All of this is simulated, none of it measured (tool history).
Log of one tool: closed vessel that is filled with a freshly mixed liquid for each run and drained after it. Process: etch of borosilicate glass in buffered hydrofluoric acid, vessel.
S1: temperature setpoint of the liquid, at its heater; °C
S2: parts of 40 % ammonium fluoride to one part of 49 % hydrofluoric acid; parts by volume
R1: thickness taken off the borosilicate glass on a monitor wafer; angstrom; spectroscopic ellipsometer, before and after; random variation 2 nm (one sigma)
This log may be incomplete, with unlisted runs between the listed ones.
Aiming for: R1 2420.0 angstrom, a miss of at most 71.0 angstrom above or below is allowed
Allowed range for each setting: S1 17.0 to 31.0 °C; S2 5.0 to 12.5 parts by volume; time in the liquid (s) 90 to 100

run 1 hour=0.0 | S1=23.0 S2=7.5 time_in_the_liquid_(s)=90 | R1=1521.3
run 2 hour=3.5 | S1=24.0 S2=7.5 time_in_the_liquid_(s)=90 | R1=1620.6
run 3 hour=10.4 | S1=24.5 S2=7.5 time_in_the_liquid_(s)=90 | R1=1644.6
run 4 hour=14.0 | S1=25.0 S2=7.5 time_in_the_liquid_(s)=90 | R1=1699.6
run 5 hour=21.6 | S1=25.5 S2=7.5 time_in_the_liquid_(s)=90 | R1=1750.8
run 6 hour=28.3 | S1=25.5 S2=7.5 time_in_the_liquid_(s)=100 | R1=1948.6
run 7 hour=28.9 | S1=26.0 S2=7.5 time_in_the_liquid_(s)=100 | R1=2032.1
run 8 hour=29.6 | S1=26.5 S2=7.5 time_in_the_liquid_(s)=100 | R1=2052.7
run 9 hour=32.3 | S1=27.0 S2=7.5 time_in_the_liquid_(s)=100 | R1=2099.3
run 10 hour=40.7 | S1=27.5 S2=7.5 time_in_the_liquid_(s)=100 | R1=2164.5
run 11 hour=48.0 | S1=29.0 S2=7.5 time_in_the_liquid_(s)=100 | R1=2290.8

Which single option among these 4 for the next run brings every result within its allowed miss of target? Just one does.
run A hour=55.3 | S1=23.0 S2=5.5 time_in_the_liquid_(s)=100 | R1=?
run B hour=55.3 | S1=29.0 S2=7.5 time_in_the_liquid_(s)=95 | R1=?
run C hour=55.3 | S1=26.0 S2=7.0 time_in_the_liquid_(s)=100 | R1=?
run D hour=55.3 | S1=26.5 S2=6.0 time_in_the_liquid_(s)=95 | R1=?

move=A R1=2275.6
move=B R1=2214.2
move=C R1=2150.3
move=D R1=2407.4
A: moves away from the targets compared with the last run
B: moves away from the targets compared with the last run
C: moves away from the targets compared with the last run
D: all results land within tolerance of their targets
D meets every target.
